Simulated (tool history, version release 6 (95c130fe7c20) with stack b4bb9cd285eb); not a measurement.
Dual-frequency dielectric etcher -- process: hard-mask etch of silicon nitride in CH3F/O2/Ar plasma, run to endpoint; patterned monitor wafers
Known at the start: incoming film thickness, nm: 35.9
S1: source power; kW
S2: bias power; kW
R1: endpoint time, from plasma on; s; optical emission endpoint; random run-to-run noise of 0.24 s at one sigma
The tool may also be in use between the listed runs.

run	hour	S1	S2	R1
1	0	0.49	0.091	45.125
2	5.7	0.49	0.084	46.445
3	8.2	0.45	0.083	48.664
4	12	0.45	0.077	49.958
5	16.1	0.44	0.077	50.888
6	20.9	0.49	0.077	48.033
7	29.5	0.47	0.076	49.628

Run 8 has not been measured yet. What should we expect?
8	31.5	0.47	0.076	?

{"run 8": {"R1": 49.491}}
